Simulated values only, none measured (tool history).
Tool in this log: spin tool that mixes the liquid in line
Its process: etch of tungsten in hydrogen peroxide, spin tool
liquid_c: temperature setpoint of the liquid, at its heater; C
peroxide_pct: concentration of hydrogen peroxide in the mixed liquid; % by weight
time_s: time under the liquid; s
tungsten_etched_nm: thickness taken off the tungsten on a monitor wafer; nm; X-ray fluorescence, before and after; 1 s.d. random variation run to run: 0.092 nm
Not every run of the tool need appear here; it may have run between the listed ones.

run 1 hour=0.0 | liquid_c=46.0 peroxide_pct=15.5 time_s=15 | tungsten_etched_nm=12.8160
run 2 hour=1.4 | liquid_c=49.0 peroxide_pct=15.5 time_s=15 | tungsten_etched_nm=15.5960
run 3 hour=2.0 | liquid_c=42.0 peroxide_pct=15.5 time_s=15 | tungsten_etched_nm=9.9827
run 4 hour=4.9 | liquid_c=42.0 peroxide_pct=15.5 time_s=15 | tungsten_etched_nm=10.0850
run 5 hour=10.1 | liquid_c=35.0 peroxide_pct=15.5 time_s=15 | tungsten_etched_nm=6.3292
run 6 hour=16.0 | liquid_c=37.0 peroxide_pct=15.5 time_s=15 | tungsten_etched_nm=7.2567
-- hour=21.1 peroxide flow meter replaced
run 7 hour=21.1 | liquid_c=45.0 peroxide_pct=15.5 time_s=15 | tungsten_etched_nm=11.9490

Estimate the outcome of run 8 from the log above:
run 8 hour=24.4 | liquid_c=45.5 peroxide_pct=15.5 time_s=15 | tungsten_etched_nm=?

tungsten_etched_nm: 12.2150 nm
